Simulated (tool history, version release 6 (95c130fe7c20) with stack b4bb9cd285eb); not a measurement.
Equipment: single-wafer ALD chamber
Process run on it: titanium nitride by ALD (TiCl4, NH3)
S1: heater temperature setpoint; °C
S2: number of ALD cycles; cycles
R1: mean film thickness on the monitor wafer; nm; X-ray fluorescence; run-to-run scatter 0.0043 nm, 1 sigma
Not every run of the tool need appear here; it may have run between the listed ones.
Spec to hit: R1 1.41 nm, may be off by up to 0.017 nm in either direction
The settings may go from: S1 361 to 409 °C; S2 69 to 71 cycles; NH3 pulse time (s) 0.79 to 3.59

{"run": 1, "hour": 0.0, "S1": 385, "S2": 69, "NH3 pulse time (s)": 2.19, "R1": 1.5547}
{"run": 2, "hour": 7.6, "S1": 385, "S2": 69, "NH3 pulse time (s)": 1.77, "R1": 1.5325}
{"run": 3, "hour": 9.1, "S1": 385, "S2": 69, "NH3 pulse time (s)": 1.51, "R1": 1.5304}
{"run": 4, "hour": 15.1, "S1": 379, "S2": 69, "NH3 pulse time (s)": 1.33, "R1": 1.5064}
{"run": 5, "hour": 20.1, "S1": 379, "S2": 71, "NH3 pulse time (s)": 1.33, "R1": 1.5419}
{"run": 6, "hour": 23.2, "S1": 379, "S2": 71, "NH3 pulse time (s)": 0.94, "R1": 1.4937}
{"run": 7, "hour": 26.1, "S1": 375, "S2": 71, "NH3 pulse time (s)": 0.9, "R1": 1.4661}
{"run": 8, "hour": 28.2, "S1": 373, "S2": 71, "NH3 pulse time (s)": 0.9, "R1": 1.4631}
{"run": 9, "hour": 30.7, "S1": 371, "S2": 71, "NH3 pulse time (s)": 0.9, "R1": 1.443}

Pick the move, out of 4, that brings all results within their allowed miss; only one does.
{"run": "A", "hour": 33.2, "S1": 367, "S2": 70, "NH3 pulse time (s)": 0.8, "R1": "?"}
{"run": "B", "hour": 33.2, "S1": 372, "S2": 69, "NH3 pulse time (s)": 0.79, "R1": "?"}
{"run": "C", "hour": 33.2, "S1": 368, "S2": 70, "NH3 pulse time (s)": 0.88, "R1": "?"}
{"run": "D", "hour": 33.2, "S1": 374, "S2": 70, "NH3 pulse time (s)": 0.92, "R1": "?"}

move=A R1=1.3788
move=B R1=1.3826
move=C R1=1.4053
move=D R1=1.4435
A: the result that was furthest off in the last run now lies on the other side of its target
B: the result that was furthest off in the last run now lies on the other side of its target
C: all results in spec
D: about the same distance from the targets as the last run
Answer: C
